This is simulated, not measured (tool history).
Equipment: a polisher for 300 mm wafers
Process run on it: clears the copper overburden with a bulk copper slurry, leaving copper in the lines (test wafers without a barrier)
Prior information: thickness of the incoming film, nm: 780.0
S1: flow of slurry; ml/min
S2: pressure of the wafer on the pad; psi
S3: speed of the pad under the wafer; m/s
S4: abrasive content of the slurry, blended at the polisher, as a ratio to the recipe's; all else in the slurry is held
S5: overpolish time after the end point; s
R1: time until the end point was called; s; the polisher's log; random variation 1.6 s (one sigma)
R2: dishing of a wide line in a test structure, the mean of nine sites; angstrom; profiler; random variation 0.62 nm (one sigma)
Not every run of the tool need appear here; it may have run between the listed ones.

run 1 day=0 | S1=140 S2=2 S3=0.92 S4=1 S5=26 | R1=142.59 R2=690.56
run 2 day=0.108 | S1=165 S2=1.7 S3=1.1 S4=1.15 S5=20 | R1=135.02 R2=615.66
run 3 day=0.371 | S1=165 S2=2.1 S3=1.1 S4=1.15 S5=20 | R1=108.91 R2=683.45
run 4 day=0.7 | S1=185 S2=1.9 S3=1.22 S4=1.25 S5=16 | R1=105.23 R2=629.19
run 5 day=0.929 | S1=195 S2=1.8 S3=1.3 S4=1.35 S5=13 | R1=99.225 R2=572.34
run 6 day=1.196 | S1=210 S2=1.8 S3=1.3 S4=1.35 S5=13 | R1=102.05 R2=573.1
run 7 day=1.462 | S1=170 S2=1.4 S3=1.44 S4=1.5 S5=8 | R1=110.17 R2=375.11

Predict the results of run 8:
run 8 day=1.758 | S1=175 S2=1.5 S3=1.44 S4=1.5 S5=8 | R1=? R2=?

{"run 8": {"R1": 104.39, "R2": 396.56}}

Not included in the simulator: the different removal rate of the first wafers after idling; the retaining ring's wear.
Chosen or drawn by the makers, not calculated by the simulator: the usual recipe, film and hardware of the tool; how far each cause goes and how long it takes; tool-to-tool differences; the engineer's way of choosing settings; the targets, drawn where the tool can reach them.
